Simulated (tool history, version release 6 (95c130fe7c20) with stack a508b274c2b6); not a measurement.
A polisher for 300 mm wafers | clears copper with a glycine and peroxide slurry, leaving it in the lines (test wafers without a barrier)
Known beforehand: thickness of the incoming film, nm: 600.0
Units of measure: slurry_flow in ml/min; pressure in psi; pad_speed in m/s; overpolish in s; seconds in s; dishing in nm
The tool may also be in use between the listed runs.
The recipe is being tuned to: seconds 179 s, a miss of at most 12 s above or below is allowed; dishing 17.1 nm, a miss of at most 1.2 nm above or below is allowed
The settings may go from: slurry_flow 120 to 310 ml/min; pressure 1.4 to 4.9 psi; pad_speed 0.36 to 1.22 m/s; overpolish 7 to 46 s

| run | day | slurry_flow | pressure | pad_speed | overpolish | seconds | dishing |
|---|---|---|---|---|---|---|---|
| 1 | 0 | 200 | 3.1 | 0.78 | 24 | 119.66 | 21.325 |
| 2 | 0.154 | 200 | 3.1 | 0.88 | 24 | 107.62 | 21.347 |
| 3 | 0.425 | 175 | 3.2 | 0.74 | 19 | 123.13 | 21.853 |
| 4 | 0.717 | 225 | 3.2 | 0.74 | 19 | 117.34 | 20.676 |
| 5 | 0.879 | 185 | 3.2 | 0.74 | 19 | 121.93 | 20.733 |
| 6 | 1.05 | 220 | 3.1 | 0.62 | 15 | 138.27 | 20.322 |
| 7 | 1.321 | 245 | 3 | 0.56 | 13 | 151.26 | 18.871 |
| 8 | 1.367 | 260 | 2.8 | 0.54 | 11 | 161.93 | 17.859 |
| 9 | 1.446 | 260 | 2.7 | 0.54 | 11 | 159.86 | 17.445 |

Exactly one of the 4 candidate moves below puts every result within its allowed miss. Which one?
| A | 1.525 | 230 | 3.1 | 0.54 | 10 | ? | ? |
| B | 1.525 | 200 | 3.2 | 0.42 | 12 | ? | ? |
| C | 1.525 | 265 | 3.2 | 0.62 | 10 | ? | ? |
| D | 1.525 | 265 | 3.6 | 0.56 | 11 | ? | ? |

| move | seconds | dishing |
|---|---|---|
| A | 153.32 | 17.274 |
| B | 183.17 | 17.791 |
| C | 132.94 | 18.059 |
| D | 132.16 | 18.805 |
A: the biggest miss grows against the last run
B: every result within its allowed miss
C: the biggest miss grows against the last run
D: the biggest miss grows against the last run
B meets every target.
